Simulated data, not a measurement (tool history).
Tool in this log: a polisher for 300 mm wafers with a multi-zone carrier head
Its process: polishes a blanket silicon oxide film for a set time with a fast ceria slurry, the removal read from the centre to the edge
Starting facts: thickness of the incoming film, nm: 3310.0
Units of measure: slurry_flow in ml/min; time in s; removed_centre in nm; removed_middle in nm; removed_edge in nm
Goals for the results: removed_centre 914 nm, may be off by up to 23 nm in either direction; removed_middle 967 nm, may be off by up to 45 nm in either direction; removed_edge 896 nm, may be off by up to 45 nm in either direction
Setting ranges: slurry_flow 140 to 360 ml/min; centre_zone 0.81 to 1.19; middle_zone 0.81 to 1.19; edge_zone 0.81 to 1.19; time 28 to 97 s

| run | hour | slurry_flow | centre_zone | middle_zone | edge_zone | time | removed_centre | removed_middle | removed_edge |
|---|---|---|---|---|---|---|---|---|---|
| 1 | 0 | 230 | 1 | 1 | 1 | 62 | 716.43 | 722.66 | 736.78 |
| 2 | 1.9 | 230 | 1 | 1 | 1.04 | 62 | 708.39 | 719.28 | 751.02 |
| 3 | 9.4 | 230 | 0.97 | 1 | 1.04 | 62 | 686.03 | 739.05 | 729.62 |
| 4 | 12.9 | 230 | 0.97 | 1 | 1.04 | 67 | 735.43 | 765.48 | 782.1 |
| 5 | 16.2 | 230 | 0.97 | 1.07 | 1.04 | 67 | 749.09 | 818.15 | 800.4 |
| 6 | 19.7 | 235 | 0.98 | 1.08 | 1.04 | 67 | 745.98 | 813.97 | 794.25 |
| 7 | 22.1 | 240 | 0.99 | 1.09 | 1.03 | 68 | 768.44 | 855.16 | 820.22 |
| 8 | 23.4 | 245 | 1.01 | 1.1 | 1.02 | 68 | 802.98 | 847.63 | 811.16 |
| 9 | 25.7 | 300 | 1.05 | 1.19 | 1.11 | 71 | 876.65 | 1003.3 | 886.7 |

Pick the move, out of 4, that brings all results within their allowed miss; only one does.
| A | 28 | 215 | 0.93 | 1.05 | 1.03 | 80 | ? | ? | ? |
| B | 28 | 270 | 1.05 | 1.19 | 1.12 | 70 | ? | ? | ? |
| C | 28 | 340 | 1.09 | 1.17 | 1.16 | 70 | ? | ? | ? |
| D | 28 | 360 | 1 | 1.19 | 1.13 | 68 | ? | ? | ? |

| move | removed_centre | removed_middle | removed_edge |
|---|---|---|---|
| A | 853.94 | 968.05 | 935.01 |
| B | 868.4 | 965.68 | 867.31 |
| C | 922.44 | 971.31 | 897.41 |
| D | 825.84 | 962.38 | 862.87 |
A: lands further from the targets than the last run did
B: lands further from the targets than the last run did
C: every result lands within tolerance
D: lands further from the targets than the last run did
Go with C: it meets all targets.
